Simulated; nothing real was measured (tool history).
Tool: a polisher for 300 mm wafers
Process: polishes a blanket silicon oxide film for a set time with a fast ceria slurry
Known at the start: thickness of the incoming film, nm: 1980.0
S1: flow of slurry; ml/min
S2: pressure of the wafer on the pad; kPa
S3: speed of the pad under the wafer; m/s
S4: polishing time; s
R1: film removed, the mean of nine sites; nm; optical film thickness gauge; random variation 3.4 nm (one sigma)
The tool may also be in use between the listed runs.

run  hour   S1    S2    S3  S4      R1
  1   0.0  150  19.3  1.24  19  343.14
  2   4.8  135  19.3  1.24  19  335.05
  3   5.7  135  17.9  1.24  19  309.20
  4   9.7  155  17.9  1.24  19  317.97
  5  13.2  135  17.9  1.24  19  307.14
  6  17.3  135  17.9  1.24  16  263.72

Forecast run 7:
  7  22.7  155  19.3  1.24  16   ?

R1: 287.86 nm
